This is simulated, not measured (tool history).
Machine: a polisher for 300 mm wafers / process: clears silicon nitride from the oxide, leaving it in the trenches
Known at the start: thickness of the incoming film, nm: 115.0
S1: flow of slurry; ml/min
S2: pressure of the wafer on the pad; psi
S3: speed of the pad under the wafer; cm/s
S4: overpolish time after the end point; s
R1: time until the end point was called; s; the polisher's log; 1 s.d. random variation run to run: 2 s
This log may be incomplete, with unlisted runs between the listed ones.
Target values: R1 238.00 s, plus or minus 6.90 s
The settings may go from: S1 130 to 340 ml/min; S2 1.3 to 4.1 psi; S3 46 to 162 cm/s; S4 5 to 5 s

run	hour	S1	S2	S3	S4	R1
1	0.0	220	2.7	104	5	126.81
2	4.6	220	3.3	104	5	105.98
3	13.5	220	3.0	100	5	119.65
4	17.8	165	3.0	100	5	123.59
5	18.8	165	3.0	100	5	123.05
6	24.6	165	2.7	98	5	139.52
7	31.5	165	2.5	96	5	153.47
8	35.1	165	2.3	96	5	165.85
9	43.9	165	2.3	96	5	165.39
10	47.8	165	2.1	96	5	182.43

Which of these 5 next moves meets every target?
A	51.7	150	2.2	76	5	?
B	51.7	165	2.5	120	5	?
C	51.7	160	1.8	82	5	?
D	51.7	130	2.5	106	5	?
E	51.7	200	2.8	94	5	?

move	R1
A	213.04
B	124.47
C	237.05
D	144.42
E	136.07
A: gains on the last run, yet a result remains outside its allowed miss
B: the biggest miss grows against the last run
C: hits every target within its allowed miss
D: the biggest miss grows against the last run
E: the biggest miss grows against the last run
The move that meets every target is C.

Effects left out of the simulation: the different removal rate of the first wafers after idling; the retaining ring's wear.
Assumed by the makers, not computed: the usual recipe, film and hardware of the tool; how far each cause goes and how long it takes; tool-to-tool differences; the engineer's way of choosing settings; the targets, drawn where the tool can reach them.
